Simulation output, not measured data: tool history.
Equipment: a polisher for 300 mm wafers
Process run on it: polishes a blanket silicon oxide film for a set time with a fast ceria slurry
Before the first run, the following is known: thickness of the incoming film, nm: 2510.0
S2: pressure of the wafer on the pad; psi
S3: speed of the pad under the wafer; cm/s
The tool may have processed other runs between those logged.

{"run": 1, "hour": 0.0, "flow of slurry (ml/min)": 210, "S2": 2.4, "S3": 86, "polishing time (s)": 80, "film removed (angstrom)": 9728.2}
{"run": 2, "hour": 8.4, "flow of slurry (ml/min)": 210, "S2": 2.4, "S3": 86, "polishing time (s)": 83, "film removed (angstrom)": 9915.3}
{"run": 3, "hour": 11.4, "flow of slurry (ml/min)": 210, "S2": 2.6, "S3": 86, "polishing time (s)": 83, "film removed (angstrom)": 10819.0}
{"run": 4, "hour": 18.2, "flow of slurry (ml/min)": 210, "S2": 2.6, "S3": 86, "polishing time (s)": 80, "film removed (angstrom)": 10141.0}
{"run": 5, "hour": 26.5, "flow of slurry (ml/min)": 210, "S2": 2.8, "S3": 86, "polishing time (s)": 80, "film removed (angstrom)": 10945.0}
{"run": 6, "hour": 29.5, "flow of slurry (ml/min)": 210, "S2": 2.9, "S3": 86, "polishing time (s)": 80, "film removed (angstrom)": 10875.0}
{"run": 7, "hour": 31.4, "flow of slurry (ml/min)": 210, "S2": 3.0, "S3": 88, "polishing time (s)": 80, "film removed (angstrom)": 11258.0}
{"run": 8, "hour": 35.0, "flow of slurry (ml/min)": 210, "S2": 3.1, "S3": 90, "polishing time (s)": 80, "film removed (angstrom)": 11822.0}

What does the tool deliver on the next run?
{"run": 9, "hour": 41.0, "flow of slurry (ml/min)": 215, "S2": 3.7, "S3": 92, "polishing time (s)": 80, "film removed (angstrom)": "?"}

film removed (angstrom): 13870.0
